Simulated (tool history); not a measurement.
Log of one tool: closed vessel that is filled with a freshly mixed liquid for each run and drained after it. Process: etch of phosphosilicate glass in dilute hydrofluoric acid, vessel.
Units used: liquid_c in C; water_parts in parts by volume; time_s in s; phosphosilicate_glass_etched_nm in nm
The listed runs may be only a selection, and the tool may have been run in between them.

run,day,liquid_c,water_parts,time_s,phosphosilicate_glass_etched_nm
1,0.000,20.0,75,30,42.137
2,0.142,20.0,75,30,40.813
3,0.429,21.5,70,30,47.142
4,0.779,21.5,90,30,35.929
5,0.892,22.5,80,30,42.763
6,0.983,23.5,70,30,50.563
7,1.067,24.0,65,30,56.798
8,1.450,24.0,65,30,57.423
9,1.638,28.0,35,30,129.810
10,1.833,27.5,35,30,126.670
11,2.033,27.0,35,30,125.110
12,2.242,26.5,35,30,121.950
13,2.442,26.0,35,30,120.210
14,2.804,25.5,35,30,116.590
15,3.104,25.0,35,30,114.020

Run 16, settings as shown, results not yet in. Your forecast:
16,3.229,24.5,35,30,?

{"run 16": {"phosphosilicate_glass_etched_nm": 110.74}}

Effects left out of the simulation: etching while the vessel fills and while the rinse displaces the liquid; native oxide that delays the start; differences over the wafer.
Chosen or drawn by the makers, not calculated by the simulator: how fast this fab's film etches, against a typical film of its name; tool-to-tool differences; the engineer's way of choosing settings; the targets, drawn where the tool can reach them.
